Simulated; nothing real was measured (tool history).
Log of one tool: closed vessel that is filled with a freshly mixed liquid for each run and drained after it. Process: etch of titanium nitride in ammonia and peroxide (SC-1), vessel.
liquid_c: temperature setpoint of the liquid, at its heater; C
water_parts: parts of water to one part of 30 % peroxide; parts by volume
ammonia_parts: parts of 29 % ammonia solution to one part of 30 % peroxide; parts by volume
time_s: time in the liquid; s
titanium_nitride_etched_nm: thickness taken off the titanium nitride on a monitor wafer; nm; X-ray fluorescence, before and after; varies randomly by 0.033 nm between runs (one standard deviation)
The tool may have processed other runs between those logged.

run  hour  liquid_c  water_parts  ammonia_parts  time_s  titanium_nitride_etched_nm
  1     0        62            9           0.55     110                      23.926
  2   3.7        59            9           0.55     110                      19.754
  3   5.1        59            6           0.55     110                      24.108
  4   5.8        59            8           0.55     110                      20.962
  5  12.2      63.5            8           0.55     110                      28.145
  6  20.4      63.5            8           0.55     110                      28.052
     27.5  -- ammonia flow meter replaced
  7  27.5      59.5            8           0.55     110                      21.849
  8  34.4      56.5            8           0.55     110                      17.884
  9  40.7      54.5            8           0.55     110                      15.625
 10  46.2        53            8           0.55     110                      14.088

Run 11 is up next; what results do you expect?
 11  50.1        47            8           0.55     110                           ?

Run 11 gave titanium_nitride_etched_nm 9.3101 nm.
